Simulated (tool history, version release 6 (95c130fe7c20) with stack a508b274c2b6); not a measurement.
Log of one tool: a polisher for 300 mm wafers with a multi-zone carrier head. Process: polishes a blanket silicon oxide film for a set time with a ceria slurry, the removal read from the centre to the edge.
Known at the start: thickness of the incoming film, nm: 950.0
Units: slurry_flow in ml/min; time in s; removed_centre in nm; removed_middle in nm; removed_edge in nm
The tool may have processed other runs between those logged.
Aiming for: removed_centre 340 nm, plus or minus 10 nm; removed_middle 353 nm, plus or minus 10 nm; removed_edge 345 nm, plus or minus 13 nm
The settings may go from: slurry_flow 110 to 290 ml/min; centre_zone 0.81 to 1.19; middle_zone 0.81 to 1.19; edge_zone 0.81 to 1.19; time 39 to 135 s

{"run": 1, "hour": 0.0, "slurry_flow": 185, "centre_zone": 1, "middle_zone": 1, "edge_zone": 1, "time": 87, "removed_centre": 292.12, "removed_middle": 310.88, "removed_edge": 322.02}
{"run": 2, "hour": 3.1, "slurry_flow": 185, "centre_zone": 1, "middle_zone": 0.96, "edge_zone": 1, "time": 87, "removed_centre": 295.25, "removed_middle": 302.65, "removed_edge": 319.04}
{"run": 3, "hour": 11.6, "slurry_flow": 185, "centre_zone": 0.93, "middle_zone": 0.96, "edge_zone": 1, "time": 87, "removed_centre": 270.46, "removed_middle": 298, "removed_edge": 310.73}
{"run": 4, "hour": 20.5, "slurry_flow": 215, "centre_zone": 0.93, "middle_zone": 0.96, "edge_zone": 1, "time": 87, "removed_centre": 276.68, "removed_middle": 310.14, "removed_edge": 329.21}
{"run": 5, "hour": 25.7, "slurry_flow": 220, "centre_zone": 0.95, "middle_zone": 0.97, "edge_zone": 0.99, "time": 87, "removed_centre": 285.1, "removed_middle": 308.14, "removed_edge": 327.49}
{"run": 6, "hour": 29.0, "slurry_flow": 225, "centre_zone": 0.96, "middle_zone": 0.98, "edge_zone": 0.98, "time": 87, "removed_centre": 290.44, "removed_middle": 312.05, "removed_edge": 322.3}
{"run": 7, "hour": 36.3, "slurry_flow": 230, "centre_zone": 0.97, "middle_zone": 0.99, "edge_zone": 0.98, "time": 87, "removed_centre": 291.98, "removed_middle": 315.3, "removed_edge": 323.85}
{"run": 8, "hour": 42.2, "slurry_flow": 235, "centre_zone": 0.98, "middle_zone": 1, "edge_zone": 0.98, "time": 87, "removed_centre": 302.52, "removed_middle": 315.96, "removed_edge": 325.79}
{"hour": 42.9, "done": "centre zone pressure recalibrated"}
{"run": 9, "hour": 42.9, "slurry_flow": 240, "centre_zone": 0.98, "middle_zone": 1.01, "edge_zone": 0.98, "time": 87, "removed_centre": 321.57, "removed_middle": 326.85, "removed_edge": 326.45}
{"run": 10, "hour": 48.7, "slurry_flow": 240, "centre_zone": 0.98, "middle_zone": 1.01, "edge_zone": 0.99, "time": 87, "removed_centre": 327.53, "removed_middle": 324.31, "removed_edge": 326.27}
{"run": 11, "hour": 50.6, "slurry_flow": 240, "centre_zone": 0.98, "middle_zone": 1.01, "edge_zone": 0.99, "time": 88, "removed_centre": 334.29, "removed_middle": 327.44, "removed_edge": 327.38}
{"run": 12, "hour": 59.4, "slurry_flow": 240, "centre_zone": 0.98, "middle_zone": 1.01, "edge_zone": 0.99, "time": 89, "removed_centre": 334.58, "removed_middle": 330.93, "removed_edge": 337.07}

Below are 4 possible settings for the next run. Only one of them brings all results inside the allowed miss of their targets. Which is it?
{"run": "A", "hour": 68.2, "slurry_flow": 250, "centre_zone": 0.96, "middle_zone": 1.02, "edge_zone": 0.96, "time": 93, "removed_centre": "?", "removed_middle": "?", "removed_edge": "?"}
{"run": "B", "hour": 68.2, "slurry_flow": 200, "centre_zone": 1.03, "middle_zone": 0.96, "edge_zone": 1.07, "time": 88, "removed_centre": "?", "removed_middle": "?", "removed_edge": "?"}
{"run": "C", "hour": 68.2, "slurry_flow": 155, "centre_zone": 0.84, "middle_zone": 0.9, "edge_zone": 0.85, "time": 109, "removed_centre": "?", "removed_middle": "?", "removed_edge": "?"}
{"run": "D", "hour": 68.2, "slurry_flow": 255, "centre_zone": 1, "middle_zone": 0.91, "edge_zone": 0.99, "time": 93, "removed_centre": "?", "removed_middle": "?", "removed_edge": "?"}

move=A removed_centre=342.18 removed_middle=357.79 removed_edge=347.11
move=B removed_centre=337.19 removed_middle=312.99 removed_edge=337.04
move=C removed_centre=326.07 removed_middle=354.45 removed_edge=370.78
move=D removed_centre=357.13 removed_middle=325.74 removed_edge=352.57
A: in spec on every target
B: misses by more than the last run did
C: the furthest-off result lands on target, but another misses its tolerance
D: misses by more than the last run did
A is the move that brings every result within its allowed miss.
